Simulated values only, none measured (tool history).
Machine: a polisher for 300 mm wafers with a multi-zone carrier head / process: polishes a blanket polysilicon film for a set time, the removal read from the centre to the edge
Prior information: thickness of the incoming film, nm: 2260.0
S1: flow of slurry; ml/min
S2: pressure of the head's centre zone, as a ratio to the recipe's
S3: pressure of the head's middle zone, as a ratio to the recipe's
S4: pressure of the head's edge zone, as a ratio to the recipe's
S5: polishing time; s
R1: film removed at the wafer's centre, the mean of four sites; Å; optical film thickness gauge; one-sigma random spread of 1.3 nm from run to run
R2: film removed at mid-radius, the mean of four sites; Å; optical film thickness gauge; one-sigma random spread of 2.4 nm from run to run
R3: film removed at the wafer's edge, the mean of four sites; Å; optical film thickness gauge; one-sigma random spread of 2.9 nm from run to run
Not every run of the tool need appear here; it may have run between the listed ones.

run  hour   S1    S2    S3    S4  S5      R1      R2      R3
  1     0  155     1     1     1  88  3687.1  3645.1  3621.2
  2   4.8  145  0.98  0.95  0.97  76  3040.3  2919.3  2997.4
  3   7.3  145  1.03  0.95  0.97  76    3232  2946.4  2960.6
  4  13.3  145  1.03  0.88  0.97  76  3175.4  2782.3  2956.9
  5  14.3  135     1  0.86  0.94  69  2755.1  2390.7  2668.8
  6  17.2  135     1  0.81  0.94  69  2762.7    2302  2624.7
  7  18.5  135  0.97  0.82  0.91  64  2505.2  2204.6  2463.6
  8  25.1  135  0.97  0.82  0.91  64  2474.6  2223.1  2464.1
  9    29  115  0.94  0.81  0.86  47  1688.4  1517.9  1672.7
 10  37.4  130  0.94  0.81  0.87  47  1777.3  1546.8  1753.2
 11  40.3  140  0.94  0.84  0.89  47  1807.8  1628.9  1803.3
 12  44.9  150  0.94  0.85   0.9  47  1813.8  1656.4  1802.2

Run 13, settings as shown, results not yet in. Your forecast:
 13  46.2  165  0.94  0.85  0.92  47   ?   ?   ?

R1: 1860 Å
R2: 1693.7 Å
R3: 1840.2 Å

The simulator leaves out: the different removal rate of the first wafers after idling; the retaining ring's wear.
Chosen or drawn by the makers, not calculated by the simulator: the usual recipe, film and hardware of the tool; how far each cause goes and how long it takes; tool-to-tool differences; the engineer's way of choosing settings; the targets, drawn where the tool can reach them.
